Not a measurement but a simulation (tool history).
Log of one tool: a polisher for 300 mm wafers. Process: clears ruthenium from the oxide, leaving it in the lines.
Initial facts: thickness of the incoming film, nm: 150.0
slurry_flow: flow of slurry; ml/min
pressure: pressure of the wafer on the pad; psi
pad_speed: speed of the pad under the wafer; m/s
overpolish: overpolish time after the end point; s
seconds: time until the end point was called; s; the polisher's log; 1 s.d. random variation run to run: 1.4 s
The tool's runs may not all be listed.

run	day	slurry_flow	pressure	pad_speed	overpolish	seconds
1	0.000	240	2.1	0.94	5	154.35
2	0.167	240	2.2	0.94	5	149.94
3	0.446	240	2.2	0.94	5	144.43
4	0.654	240	2.5	0.94	5	129.01
5	1.029	240	2.5	0.80	5	152.91
6	1.242	240	2.1	0.80	5	180.94

The next listed run, before its measurement:
7	1.529	245	2.7	1.04	5	?

{"run 7": {"seconds": 108.52}}
